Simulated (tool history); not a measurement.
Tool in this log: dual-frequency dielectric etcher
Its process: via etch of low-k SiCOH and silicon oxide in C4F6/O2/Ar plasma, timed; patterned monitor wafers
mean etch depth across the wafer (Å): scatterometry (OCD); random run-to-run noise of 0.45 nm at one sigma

run  hour  source power (kW)  bias power (kW)  etch time (s)  mean etch depth across the wafer (Å)
  1   0.0              0.280            0.191           27.5                                616.38
  2   1.7              0.280            0.191           27.5                                618.60
  3   2.3              0.280            0.205           27.5                                643.55
  4   4.1              0.290            0.206           27.5                                648.93
  5   5.8              0.290            0.206           25.0                                586.04
  6  10.6              0.290            0.175           25.0                                551.38
  7  15.6              0.300            0.185           25.0                                570.16
  8  18.4              0.300            0.195           25.0                                586.14
  9  19.3              0.310            0.203           25.0                                599.64

Run 10 is up next; what results do you expect?
 10  26.3              0.310            0.211           25.0                                     ?

mean etch depth across the wafer (Å): 609.67

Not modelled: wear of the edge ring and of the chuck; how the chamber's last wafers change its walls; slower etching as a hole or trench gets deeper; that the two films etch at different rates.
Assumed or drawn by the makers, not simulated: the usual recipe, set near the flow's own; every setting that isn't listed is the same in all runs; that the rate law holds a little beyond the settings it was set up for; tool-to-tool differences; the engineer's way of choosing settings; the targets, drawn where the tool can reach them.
